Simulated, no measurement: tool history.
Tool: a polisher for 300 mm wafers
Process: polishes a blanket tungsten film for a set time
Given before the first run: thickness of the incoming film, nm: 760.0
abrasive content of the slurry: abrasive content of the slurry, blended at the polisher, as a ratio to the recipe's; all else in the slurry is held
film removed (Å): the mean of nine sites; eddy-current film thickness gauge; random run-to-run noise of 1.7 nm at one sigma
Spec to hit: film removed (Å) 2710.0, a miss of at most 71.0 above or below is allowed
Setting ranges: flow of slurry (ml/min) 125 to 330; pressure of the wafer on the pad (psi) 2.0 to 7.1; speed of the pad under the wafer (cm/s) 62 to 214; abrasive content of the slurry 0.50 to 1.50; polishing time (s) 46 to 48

| run | day | flow of slurry (ml/min) | pressure of the wafer on the pad (psi) | speed of the pad under the wafer (cm/s) | abrasive content of the slurry | polishing time (s) | film removed (Å) |
|---|---|---|---|---|---|---|---|
| 1 | 0.000 | 210 | 4.5 | 138 | 1.00 | 46 | 3702.6 |
| 2 | 0.254 | 205 | 4.3 | 138 | 1.00 | 46 | 3637.5 |
| 3 | 0.575 | 185 | 4.3 | 138 | 1.00 | 46 | 3519.7 |
| 4 | 0.675 | 185 | 4.3 | 170 | 1.00 | 46 | 4151.3 |
| 5 | 0.738 | 185 | 4.3 | 170 | 1.20 | 46 | 4267.9 |
| 6 | 1.067 | 180 | 3.9 | 170 | 1.20 | 46 | 3883.1 |
| 7 | 1.342 | 175 | 3.6 | 170 | 1.20 | 46 | 3593.9 |
| 8 | 1.458 | 170 | 3.4 | 170 | 1.20 | 46 | 3345.4 |
| 9 | 1.517 | 165 | 3.3 | 170 | 1.20 | 46 | 3221.6 |
| 10 | 1.662 | 160 | 3.2 | 170 | 1.20 | 46 | 3170.2 |
| 11 | 1.833 | 155 | 3.1 | 170 | 1.20 | 46 | 3037.8 |
| 12 | 2.017 | 150 | 3.0 | 170 | 1.20 | 46 | 2914.2 |
| 13 | 2.225 | 145 | 3.0 | 170 | 1.20 | 46 | 2930.1 |
| 14 | 2.538 | 145 | 2.6 | 170 | 1.20 | 46 | 2514.3 |
| 15 | 2.596 | 180 | 2.8 | 170 | 1.20 | 46 | 2818.9 |
| 16 | 2.942 | 175 | 2.8 | 170 | 1.20 | 46 | 2813.6 |
| 17 | 3.079 | 170 | 2.8 | 170 | 1.20 | 46 | 2819.7 |
| 18 | 3.354 | 165 | 2.8 | 170 | 1.20 | 46 | 2797.5 |

Which single option among these 5 for the next run brings every result within its allowed miss of target? Just one does.
| A | 3.629 | 245 | 2.4 | 174 | 1.00 | 47 | ? |
| B | 3.629 | 155 | 3.2 | 156 | 1.10 | 46 | ? |
| C | 3.629 | 165 | 2.3 | 200 | 1.40 | 46 | ? |
| D | 3.629 | 215 | 3.0 | 134 | 1.10 | 46 | ? |
| E | 3.629 | 175 | 3.0 | 168 | 1.25 | 46 | ? |

| move | film removed (Å) |
|---|---|
| A | 2574.9 |
| B | 2878.8 |
| C | 2717.2 |
| D | 2543.3 |
| E | 3002.8 |
A: takes the biggest miss from the last run beyond its target
B: its largest miss is bigger than the last run's
C: all results land within tolerance of their targets
D: takes the biggest miss from the last run beyond its target
E: its largest miss is bigger than the last run's
Answer: C

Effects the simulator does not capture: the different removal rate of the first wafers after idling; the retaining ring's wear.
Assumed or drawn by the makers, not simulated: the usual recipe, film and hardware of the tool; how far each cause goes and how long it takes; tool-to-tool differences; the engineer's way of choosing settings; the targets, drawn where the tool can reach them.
